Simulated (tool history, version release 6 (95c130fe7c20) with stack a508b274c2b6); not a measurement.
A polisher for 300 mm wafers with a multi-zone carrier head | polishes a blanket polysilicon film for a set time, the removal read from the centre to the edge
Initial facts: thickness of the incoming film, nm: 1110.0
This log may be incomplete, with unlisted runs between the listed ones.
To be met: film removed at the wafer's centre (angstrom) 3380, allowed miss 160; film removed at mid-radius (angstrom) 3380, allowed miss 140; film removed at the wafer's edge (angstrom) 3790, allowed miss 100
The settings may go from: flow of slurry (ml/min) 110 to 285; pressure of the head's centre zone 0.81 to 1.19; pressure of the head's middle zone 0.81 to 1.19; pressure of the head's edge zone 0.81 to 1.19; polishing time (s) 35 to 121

run  hour  flow of slurry (ml/min)  pressure of the head's centre zone  pressure of the head's middle zone  pressure of the head's edge zone  polishing time (s)  film removed at the wafer's centre (angstrom)  film removed at mid-radius (angstrom)  film removed at the wafer's edge (angstrom)
  1     0                      180                                   1                                   1                                 1                  78                                           3296                                 3306.2                                       3419.1
  2   6.9                      180                                0.94                                   1                                 1                  78                                         3098.7                                 3343.1                                       3409.9
  3    14                      210                                0.94                                   1                                 1                  78                                         3269.3                                 3418.8                                         3478
  4  15.5                      210                                0.88                                   1                                 1                  78                                         3013.9                                   3557                                       3460.8
  5  23.3                      215                                0.89                                0.98                              1.03                  78                                         3046.2                                 3397.9                                       3551.1
  6  26.6                      215                                0.89                                0.94                              1.03                  78                                         3046.6                                 3355.2                                       3502.8
  7  34.4                      225                                 0.9                                0.94                              1.05                  78                                         3083.1                                 3341.4                                       3588.8
  8  37.8                      235                                0.91                                0.94                              1.06                  78                                         3204.1                                 3362.2                                         3589
  9  46.1                      240                                0.91                                0.94                              1.08                  78                                         3179.6                                 3396.2                                       3624.1
 10  54.9                      245                                0.92                                0.93                              1.09                  78                                         3268.8                                 3348.2                                       3666.8
 11  55.5                      250                                0.92                                0.93                               1.1                  78                                         3209.6                                 3356.6                                       3707.4

Consider the 5 candidate settings below. Which is the only one whose results all fall within their allowed miss of target?
  A  56.1                      220                                0.87                                0.88                              1.19                  79                                              ?                                      ?                                            ?
  B  56.1                      230                                0.94                                 0.9                              0.96                  81                                              ?                                      ?                                            ?
  C  56.1                      265                                0.95                                0.98                              0.98                  77                                              ?                                      ?                                            ?
  D  56.1                      250                                0.87                                0.96                              1.07                  79                                              ?                                      ?                                            ?
  E  56.1                      250                                0.91                                0.89                              1.05                  82                                              ?                                      ?                                            ?

move  film removed at the wafer's centre (angstrom)  film removed at mid-radius (angstrom)  film removed at the wafer's edge (angstrom)
   A                                         3002.4                                 3224.7                                       3826.4
   B                                         3351.3                                 3388.7                                       3539.5
   C                                         3284.5                                 3519.2                                         3439
   D                                         3060.1                                 3525.6                                       3665.2
   E                                           3322                                   3435                                       3772.4
A: moves away from the targets compared with the last run
B: brings the result that was furthest off to its target, and leaves another outside
C: brings the result that was furthest off to its target, and leaves another outside
D: moves away from the targets compared with the last run
E: hits every target within its allowed miss
E is the move that brings every result within its allowed miss.

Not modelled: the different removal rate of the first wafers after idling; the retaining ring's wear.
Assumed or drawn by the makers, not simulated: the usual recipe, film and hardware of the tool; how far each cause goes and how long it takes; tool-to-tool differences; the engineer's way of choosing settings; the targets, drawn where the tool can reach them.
